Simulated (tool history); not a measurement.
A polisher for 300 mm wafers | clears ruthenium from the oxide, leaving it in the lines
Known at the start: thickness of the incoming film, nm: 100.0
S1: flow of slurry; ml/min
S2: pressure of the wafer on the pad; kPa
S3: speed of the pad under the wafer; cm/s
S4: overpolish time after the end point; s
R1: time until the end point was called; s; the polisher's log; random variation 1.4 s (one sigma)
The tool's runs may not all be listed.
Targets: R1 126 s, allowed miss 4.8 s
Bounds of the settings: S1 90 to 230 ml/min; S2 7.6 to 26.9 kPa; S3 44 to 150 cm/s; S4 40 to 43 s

run 1 hour=0 | S1=150 S2=17.2 S3=96 S4=40 | R1=80.563
run 2 hour=2.1 | S1=150 S2=15.9 S3=96 S4=40 | R1=89.319
run 3 hour=4 | S1=150 S2=14.5 S3=96 S4=40 | R1=98.407
run 4 hour=5.1 | S1=150 S2=14.5 S3=96 S4=40 | R1=97.769
run 5 hour=6.5 | S1=150 S2=13.8 S3=96 S4=40 | R1=101.97
run 6 hour=12.9 | S1=150 S2=13.1 S3=96 S4=40 | R1=104.43
run 7 hour=20.7 | S1=150 S2=12.4 S3=96 S4=40 | R1=110.75
run 8 hour=22.3 | S1=150 S2=11.7 S3=96 S4=40 | R1=119.65
run 9 hour=26.9 | S1=150 S2=11.7 S3=96 S4=40 | R1=120.51
run 10 hour=33.5 | S1=145 S2=11.7 S3=96 S4=40 | R1=118.36
run 11 hour=34.3 | S1=145 S2=10.3 S3=96 S4=40 | R1=136.3
run 12 hour=40.3 | S1=150 S2=10.3 S3=96 S4=40 | R1=132.2
run 13 hour=45 | S1=155 S2=10.3 S3=96 S4=40 | R1=131.78

Which of these 5 next moves meets every target?
run A hour=49.7 | S1=165 S2=11.7 S3=80 S4=40 | R1=?
run B hour=49.7 | S1=135 S2=11 S3=98 S4=42 | R1=?
run C hour=49.7 | S1=145 S2=10.3 S3=92 S4=43 | R1=?
run D hour=49.7 | S1=170 S2=9.7 S3=96 S4=40 | R1=?
run E hour=49.7 | S1=150 S2=10.3 S3=92 S4=40 | R1=?

move=A R1=140.21
move=B R1=126.32
move=C R1=141
move=D R1=140.77
move=E R1=140.18
A: further off than the last run
B: meets every target
C: further off than the last run
D: further off than the last run
E: further off than the last run
Answer: B
